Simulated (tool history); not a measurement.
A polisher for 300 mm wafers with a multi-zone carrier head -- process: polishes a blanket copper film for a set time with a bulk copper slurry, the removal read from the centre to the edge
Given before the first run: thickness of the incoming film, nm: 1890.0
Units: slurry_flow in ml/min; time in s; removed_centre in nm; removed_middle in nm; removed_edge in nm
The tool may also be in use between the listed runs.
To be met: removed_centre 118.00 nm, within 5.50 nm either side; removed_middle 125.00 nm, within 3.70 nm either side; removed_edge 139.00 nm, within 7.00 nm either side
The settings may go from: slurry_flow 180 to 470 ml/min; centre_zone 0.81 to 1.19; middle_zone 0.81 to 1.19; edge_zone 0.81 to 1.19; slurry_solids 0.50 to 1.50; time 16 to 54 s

run  hour  slurry_flow  centre_zone  middle_zone  edge_zone  slurry_solids  time  removed_centre  removed_middle  removed_edge
  1   0.0          300         1.00         1.00       1.00           1.00    35          151.72          153.81        160.33
  2   6.2          295         0.96         0.97       0.98           0.90    35          143.09          147.83        156.51
  3  10.0          295         0.91         0.97       0.98           0.90    35          138.43          145.34        158.00
  4  15.1          295         0.84         0.97       0.98           0.90    35          125.66          143.94        157.95
  5  22.0          295         0.84         0.97       0.98           1.10    35          130.70          154.69        160.22
  6  28.5          295         0.84         0.95       0.95           1.00    34          121.81          143.80        152.46
  7  32.9          295         0.86         0.92       0.93           0.95    34          128.44          137.03        153.80
  8  40.9          295         0.86         0.93       0.91           0.90    33          120.84          132.76        144.19
  9  43.9          290         0.86         0.92       0.90           0.90    33          120.94          133.46        146.09
 10  45.2          290         0.87         0.92       0.89           0.85    33          122.02          130.81        142.20
 11  53.3          290         0.87         0.91       0.88           0.85    33          122.25          129.50        137.65

4 candidate next runs follow, results not yet known. Just one meets every target within its allowed miss. Identify it.
  A  61.4          230         0.90         0.94       0.92           0.80    33               ?               ?             ?
  B  61.4          320         0.83         0.91       0.82           0.70    31               ?               ?             ?
  C  61.4          275         0.86         0.98       0.84           0.75    34               ?               ?             ?
  D  61.4          310         0.90         0.95       0.84           0.90    32               ?               ?             ?

move  removed_centre  removed_middle  removed_edge
   A          117.85          125.85        140.02
   B          102.79          115.53        126.29
   C          117.02          135.14        140.28
   D          122.92          131.92        140.21
A: hits every target within its allowed miss
B: pushes the last run's worst result past its target
C: its largest miss is bigger than the last run's
D: its largest miss is bigger than the last run's
A is the move that brings every result within its allowed miss.

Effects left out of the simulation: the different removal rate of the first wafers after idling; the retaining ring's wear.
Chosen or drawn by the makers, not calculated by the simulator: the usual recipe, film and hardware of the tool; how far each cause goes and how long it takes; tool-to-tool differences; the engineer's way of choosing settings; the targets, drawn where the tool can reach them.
